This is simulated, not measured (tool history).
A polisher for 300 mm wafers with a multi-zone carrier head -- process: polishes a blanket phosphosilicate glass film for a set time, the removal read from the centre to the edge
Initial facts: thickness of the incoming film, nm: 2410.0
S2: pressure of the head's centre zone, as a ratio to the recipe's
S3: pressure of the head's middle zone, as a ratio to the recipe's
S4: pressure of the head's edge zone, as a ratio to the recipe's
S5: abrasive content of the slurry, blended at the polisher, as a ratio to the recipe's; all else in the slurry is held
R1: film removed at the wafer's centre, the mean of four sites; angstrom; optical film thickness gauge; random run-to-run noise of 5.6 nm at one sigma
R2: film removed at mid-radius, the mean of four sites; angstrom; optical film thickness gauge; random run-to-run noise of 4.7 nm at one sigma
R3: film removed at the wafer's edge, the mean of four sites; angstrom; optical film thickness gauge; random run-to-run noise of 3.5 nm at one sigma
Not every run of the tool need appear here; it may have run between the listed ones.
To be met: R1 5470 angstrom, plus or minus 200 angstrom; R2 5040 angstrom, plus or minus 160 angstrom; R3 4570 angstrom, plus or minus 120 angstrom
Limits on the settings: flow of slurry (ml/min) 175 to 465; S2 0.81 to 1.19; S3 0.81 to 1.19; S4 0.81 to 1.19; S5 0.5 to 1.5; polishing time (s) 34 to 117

{"run": 1, "hour": 0.0, "flow of slurry (ml/min)": 295, "S2": 1, "S3": 1, "S4": 1, "S5": 1, "polishing time (s)": 75, "R1": 5241.2, "R2": 5377.8, "R3": 5420}
{"run": 2, "hour": 4.7, "flow of slurry (ml/min)": 295, "S2": 1, "S3": 1, "S4": 1, "S5": 1.1, "polishing time (s)": 75, "R1": 5526.1, "R2": 5690.4, "R3": 5609.2}
{"run": 3, "hour": 13.2, "flow of slurry (ml/min)": 295, "S2": 1, "S3": 1, "S4": 0.95, "S5": 1.1, "polishing time (s)": 75, "R1": 5574.4, "R2": 5631.6, "R3": 5547.9}
{"run": 4, "hour": 20.4, "flow of slurry (ml/min)": 295, "S2": 1, "S3": 0.96, "S4": 0.95, "S5": 1.1, "polishing time (s)": 75, "R1": 5522.6, "R2": 5599.8, "R3": 5586.2}
{"run": 5, "hour": 27.7, "flow of slurry (ml/min)": 295, "S2": 1.02, "S3": 0.98, "S4": 0.92, "S5": 1.05, "polishing time (s)": 75, "R1": 5512.4, "R2": 5587, "R3": 5386.5}
{"run": 6, "hour": 33.9, "flow of slurry (ml/min)": 295, "S2": 1.02, "S3": 0.98, "S4": 0.92, "S5": 1.1, "polishing time (s)": 75, "R1": 5629.9, "R2": 5649.8, "R3": 5421}
{"run": 7, "hour": 36.0, "flow of slurry (ml/min)": 290, "S2": 1.04, "S3": 0.98, "S4": 0.9, "S5": 1.05, "polishing time (s)": 75, "R1": 5561, "R2": 5465.2, "R3": 5334.3}
{"run": 8, "hour": 43.5, "flow of slurry (ml/min)": 375, "S2": 1.14, "S3": 1.08, "S4": 0.81, "S5": 0.8, "polishing time (s)": 70, "R1": 4946.5, "R2": 4715.2, "R3": 4088}

Next run, 4 choices. One meets every target within its allowed miss, the rest don't. Which?
{"run": "A", "hour": 51.0, "flow of slurry (ml/min)": 355, "S2": 1.07, "S3": 1.11, "S4": 0.83, "S5": 0.85, "polishing time (s)": 70, "R1": "?", "R2": "?", "R3": "?"}
{"run": "B", "hour": 51.0, "flow of slurry (ml/min)": 395, "S2": 1.19, "S3": 1.05, "S4": 0.83, "S5": 0.65, "polishing time (s)": 85, "R1": "?", "R2": "?", "R3": "?"}
{"run": "C", "hour": 51.0, "flow of slurry (ml/min)": 345, "S2": 1.1, "S3": 1.01, "S4": 0.88, "S5": 0.8, "polishing time (s)": 71, "R1": "?", "R2": "?", "R3": "?"}
{"run": "D", "hour": 51.0, "flow of slurry (ml/min)": 345, "S2": 1.12, "S3": 1.01, "S4": 0.81, "S5": 0.95, "polishing time (s)": 70, "R1": "?", "R2": "?", "R3": "?"}

move=A R1=4812.9 R2=5065.4 R3=4303.9
move=B R1=5436.3 R2=4983.4 R3=4379.3
move=C R1=4812.2 R2=4656.1 R3=4300.7
move=D R1=5351.3 R2=5088.4 R3=4544.9
A: nearer the targets than the last run, but a result is still out of spec
B: nearer the targets than the last run, but a result is still out of spec
C: nearer the targets than the last run, but a result is still out of spec
D: meets every target
Answer: D
